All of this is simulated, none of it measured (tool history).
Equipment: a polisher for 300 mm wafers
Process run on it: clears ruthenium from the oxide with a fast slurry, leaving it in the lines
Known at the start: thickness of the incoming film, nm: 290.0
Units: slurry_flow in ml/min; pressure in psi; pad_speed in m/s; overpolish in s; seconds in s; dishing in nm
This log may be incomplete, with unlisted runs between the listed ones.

{"run": 1, "day": 0.0, "slurry_flow": 270, "pressure": 3, "pad_speed": 0.76, "slurry_solids": 1, "overpolish": 29, "seconds": 88.961, "dishing": 72.753}
{"run": 2, "day": 0.146, "slurry_flow": 270, "pressure": 3, "pad_speed": 0.84, "slurry_solids": 1, "overpolish": 29, "seconds": 84.219, "dishing": 78.028}
{"run": 3, "day": 0.425, "slurry_flow": 270, "pressure": 2.9, "pad_speed": 0.76, "slurry_solids": 1, "overpolish": 26, "seconds": 92.862, "dishing": 65.54}
{"run": 4, "day": 0.517, "slurry_flow": 270, "pressure": 2.8, "pad_speed": 0.7, "slurry_solids": 1, "overpolish": 23, "seconds": 103.13, "dishing": 56.519}
{"run": 5, "day": 0.596, "slurry_flow": 330, "pressure": 2.8, "pad_speed": 0.7, "slurry_solids": 1, "overpolish": 23, "seconds": 104.44, "dishing": 56.801}
{"run": 6, "day": 0.704, "slurry_flow": 305, "pressure": 2.8, "pad_speed": 0.64, "slurry_solids": 0.95, "overpolish": 21, "seconds": 107.48, "dishing": 48.957}
{"run": 7, "day": 0.871, "slurry_flow": 285, "pressure": 2.8, "pad_speed": 0.6, "slurry_solids": 0.9, "overpolish": 19, "seconds": 114.54, "dishing": 44.513}
{"run": 8, "day": 1.012, "slurry_flow": 265, "pressure": 2.8, "pad_speed": 0.56, "slurry_solids": 0.85, "overpolish": 17, "seconds": 123.73, "dishing": 36.964}
{"run": 9, "day": 1.188, "slurry_flow": 250, "pressure": 2.9, "pad_speed": 0.52, "slurry_solids": 0.8, "overpolish": 16, "seconds": 127.25, "dishing": 34.276}
{"day": 1.383, "done": "worn pad replaced by a new one"}
{"run": 10, "day": 1.383, "slurry_flow": 235, "pressure": 2.9, "pad_speed": 0.5, "slurry_solids": 0.75, "overpolish": 15, "seconds": 124.27, "dishing": 31.249}
{"run": 11, "day": 1.733, "slurry_flow": 225, "pressure": 2.9, "pad_speed": 0.48, "slurry_solids": 0.7, "overpolish": 14, "seconds": 135.9, "dishing": 27.507}
{"run": 12, "day": 1.996, "slurry_flow": 215, "pressure": 2.9, "pad_speed": 0.46, "slurry_solids": 0.65, "overpolish": 13, "seconds": 139.29, "dishing": 25.208}
{"run": 13, "day": 2.033, "slurry_flow": 205, "pressure": 2.9, "pad_speed": 0.44, "slurry_solids": 0.65, "overpolish": 12, "seconds": 149.45, "dishing": 23.393}
{"run": 14, "day": 2.171, "slurry_flow": 280, "pressure": 2.1, "pad_speed": 0.46, "slurry_solids": 0.55, "overpolish": 9, "seconds": 196.73, "dishing": 13.054}
{"run": 15, "day": 2.229, "slurry_flow": 290, "pressure": 2.2, "pad_speed": 0.48, "slurry_solids": 0.55, "overpolish": 9, "seconds": 184.72, "dishing": 13.797}
{"run": 16, "day": 2.596, "slurry_flow": 290, "pressure": 2.3, "pad_speed": 0.48, "slurry_solids": 0.55, "overpolish": 9, "seconds": 173.76, "dishing": 13.794}
{"run": 17, "day": 2.733, "slurry_flow": 285, "pressure": 2.4, "pad_speed": 0.48, "slurry_solids": 0.55, "overpolish": 9, "seconds": 168.61, "dishing": 14.736}

What will run 18 give?
{"run": 18, "day": 2.967, "slurry_flow": 285, "pressure": 2.4, "pad_speed": 0.48, "slurry_solids": 0.55, "overpolish": 9, "seconds": "?", "dishing": "?"}

{"run 18": {"seconds": 172.57, "dishing": 15.547}}

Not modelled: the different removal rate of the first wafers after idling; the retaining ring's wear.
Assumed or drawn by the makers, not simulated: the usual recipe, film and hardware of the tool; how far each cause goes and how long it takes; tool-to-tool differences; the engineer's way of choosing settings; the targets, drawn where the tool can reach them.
